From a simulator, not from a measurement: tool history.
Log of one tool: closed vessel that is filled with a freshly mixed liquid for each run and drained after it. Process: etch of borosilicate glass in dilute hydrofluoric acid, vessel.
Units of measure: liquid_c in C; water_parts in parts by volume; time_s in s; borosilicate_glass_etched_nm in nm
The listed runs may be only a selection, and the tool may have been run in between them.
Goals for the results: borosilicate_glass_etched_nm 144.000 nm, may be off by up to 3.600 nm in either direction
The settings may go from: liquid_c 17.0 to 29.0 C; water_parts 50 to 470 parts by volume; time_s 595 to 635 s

| run | hour | liquid_c | water_parts | time_s | borosilicate_glass_etched_nm |
|---|---|---|---|---|---|
| 1 | 0.0 | 21.0 | 260 | 595 | 77.653 |
| 2 | 3.2 | 21.0 | 215 | 595 | 96.568 |
| 3 | 5.4 | 22.0 | 210 | 595 | 104.200 |
| 4 | 12.8 | 19.5 | 210 | 595 | 95.451 |
|  | 15.5 | thermometer replaced |
| 5 | 15.5 | 17.5 | 210 | 595 | 84.066 |
| 6 | 21.8 | 19.0 | 210 | 595 | 88.639 |
| 7 | 27.7 | 20.0 | 210 | 595 | 92.144 |
| 8 | 35.4 | 20.0 | 210 | 595 | 92.790 |
| 9 | 41.7 | 21.0 | 210 | 595 | 95.605 |
| 10 | 50.3 | 22.0 | 205 | 595 | 103.040 |
| 11 | 52.7 | 23.0 | 200 | 595 | 109.930 |
| 12 | 60.4 | 24.0 | 200 | 595 | 114.220 |

5 candidate next runs follow, results not yet known. Just one meets every target within its allowed miss. Identify it.
| A | 68.1 | 24.5 | 170 | 635 | ? |
| B | 68.1 | 17.0 | 125 | 605 | ? |
| C | 68.1 | 26.5 | 180 | 635 | ? |
| D | 68.1 | 23.5 | 190 | 630 | ? |
| E | 68.1 | 23.0 | 160 | 600 | ? |

| move | borosilicate_glass_etched_nm |
|---|---|
| A | 150.530 |
| B | 152.080 |
| C | 151.330 |
| D | 125.910 |
| E | 144.360 |
A: carries the result that was furthest off beyond its target, to the other side
B: carries the result that was furthest off beyond its target, to the other side
C: carries the result that was furthest off beyond its target, to the other side
D: gains on the last run, yet a result remains outside its allowed miss
E: in spec on every target
Answer: E
